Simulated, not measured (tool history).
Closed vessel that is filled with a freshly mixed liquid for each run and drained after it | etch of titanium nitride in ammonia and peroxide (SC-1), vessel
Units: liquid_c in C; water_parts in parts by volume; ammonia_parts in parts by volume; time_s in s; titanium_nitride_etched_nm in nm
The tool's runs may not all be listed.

Run 1, hour 0: liquid_c 51 C, water_parts 8 parts by volume, ammonia_parts 0.85 parts by volume, time_s 165 s. Result: titanium_nitride_etched_nm 9.9143 nm.
Run 2, hour 3.7: liquid_c 58 C, water_parts 8 parts by volume, ammonia_parts 0.85 parts by volume, time_s 165 s. Result: titanium_nitride_etched_nm 16.047 nm.
Run 3, hour 7.2: liquid_c 54.5 C, water_parts 8 parts by volume, ammonia_parts 0.85 parts by volume, time_s 165 s. Result: titanium_nitride_etched_nm 12.698 nm.
Run 4, hour 13.9: liquid_c 52.5 C, water_parts 8 parts by volume, ammonia_parts 0.85 parts by volume, time_s 165 s. Result: titanium_nitride_etched_nm 10.884 nm.
Run 5, hour 23.2: liquid_c 51 C, water_parts 8 parts by volume, ammonia_parts 0.85 parts by volume, time_s 165 s. Result: titanium_nitride_etched_nm 9.929 nm.
Run 6, hour 24.3: liquid_c 49.5 C, water_parts 8 parts by volume, ammonia_parts 0.85 parts by volume, time_s 165 s. Result: titanium_nitride_etched_nm 8.929 nm.
Run 7, hour 28.2: liquid_c 48.5 C, water_parts 8 parts by volume, ammonia_parts 0.85 parts by volume, time_s 165 s. Result: titanium_nitride_etched_nm 8.3529 nm.
Run 8, hour 36.2: liquid_c 47.5 C, water_parts 8 parts by volume, ammonia_parts 0.85 parts by volume, time_s 165 s. Result: titanium_nitride_etched_nm 7.7924 nm.

Run 9 comes next. What will it give?
Run 9, hour 38.5: liquid_c 43.5 C, water_parts 8 parts by volume, ammonia_parts 0.85 parts by volume, time_s 165 s. Result: titanium_nitride_etched_nm ?.

titanium_nitride_etched_nm: 5.8383 nm
